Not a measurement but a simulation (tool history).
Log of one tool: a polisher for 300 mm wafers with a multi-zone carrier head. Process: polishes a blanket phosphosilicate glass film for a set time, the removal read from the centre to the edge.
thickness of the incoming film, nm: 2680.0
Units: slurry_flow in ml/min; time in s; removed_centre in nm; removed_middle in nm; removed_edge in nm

Run 1, hour 0.0: slurry_flow 130 ml/min, centre_zone 1.00, middle_zone 1.00, edge_zone 1.00, slurry_solids 1.00, time 55 s. Result: removed_centre 412.78 nm, removed_middle 411.90 nm, removed_edge 407.45 nm.
Run 2, hour 4.5: slurry_flow 135 ml/min, centre_zone 1.00, middle_zone 1.01, edge_zone 1.04, slurry_solids 1.10, time 55 s. Result: removed_centre 435.22 nm, removed_middle 442.72 nm, removed_edge 438.56 nm.
Run 3, hour 8.9: slurry_flow 135 ml/min, centre_zone 1.00, middle_zone 1.01, edge_zone 1.11, slurry_solids 1.10, time 55 s. Result: removed_centre 431.33 nm, removed_middle 439.65 nm, removed_edge 450.86 nm.
Run 4, hour 12.9: slurry_flow 145 ml/min, centre_zone 1.00, middle_zone 1.01, edge_zone 1.13, slurry_solids 1.15, time 55 s. Result: removed_centre 444.14 nm, removed_middle 442.50 nm, removed_edge 459.89 nm.
Run 5, hour 16.3: slurry_flow 145 ml/min, centre_zone 1.00, middle_zone 1.01, edge_zone 1.13, slurry_solids 0.95, time 55 s. Result: removed_centre 408.40 nm, removed_middle 406.46 nm, removed_edge 420.51 nm.
Run 6, hour 18.1: slurry_flow 145 ml/min, centre_zone 1.00, middle_zone 0.95, edge_zone 1.13, slurry_solids 0.95, time 55 s. Result: removed_centre 403.80 nm, removed_middle 397.73 nm, removed_edge 413.01 nm.

The next listed run, before its measurement:
Run 7, hour 25.0: slurry_flow 145 ml/min, centre_zone 1.01, middle_zone 0.98, edge_zone 1.13, slurry_solids 1.05, time 55 s. Result: removed_centre ?, removed_middle ?, removed_edge ?.

{"run 7": {"removed_centre": 433.94, "removed_middle": 418.57, "removed_edge": 436.73}}

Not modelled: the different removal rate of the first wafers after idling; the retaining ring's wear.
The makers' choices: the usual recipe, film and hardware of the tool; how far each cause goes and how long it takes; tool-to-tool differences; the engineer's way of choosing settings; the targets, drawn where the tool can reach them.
